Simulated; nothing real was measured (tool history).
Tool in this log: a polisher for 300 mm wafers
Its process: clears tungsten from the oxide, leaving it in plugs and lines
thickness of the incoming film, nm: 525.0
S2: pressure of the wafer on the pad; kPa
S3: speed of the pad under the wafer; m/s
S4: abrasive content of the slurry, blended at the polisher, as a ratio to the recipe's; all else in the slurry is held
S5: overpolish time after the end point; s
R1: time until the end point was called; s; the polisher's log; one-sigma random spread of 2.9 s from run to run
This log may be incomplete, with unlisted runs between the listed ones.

run 1 hour=0 | flow_of_slurry_(ml/min)=200 S2=20.7 S3=1.2 S4=1 S5=42 | R1=104.51
run 2 hour=3.6 | flow_of_slurry_(ml/min)=200 S2=18.6 S3=1.18 S4=1 S5=42 | R1=115.98
run 3 hour=10.3 | flow_of_slurry_(ml/min)=200 S2=16.5 S3=1.14 S4=1 S5=42 | R1=124.98
run 4 hour=14.9 | flow_of_slurry_(ml/min)=180 S2=16.5 S3=1.14 S4=1 S5=42 | R1=129.38
run 5 hour=21.7 | flow_of_slurry_(ml/min)=155 S2=16.5 S3=1.14 S4=1 S5=42 | R1=130.37
run 6 hour=26.2 | flow_of_slurry_(ml/min)=155 S2=15.2 S3=1.1 S4=1 S5=42 | R1=142.73
run 7 hour=30 | flow_of_slurry_(ml/min)=155 S2=13.8 S3=1.06 S4=1 S5=42 | R1=159.14

Predict the results of run 8:
run 8 hour=31.2 | flow_of_slurry_(ml/min)=155 S2=13.1 S3=1.06 S4=1 S5=42 | R1=?

Run 8 measured R1 165.04 s.
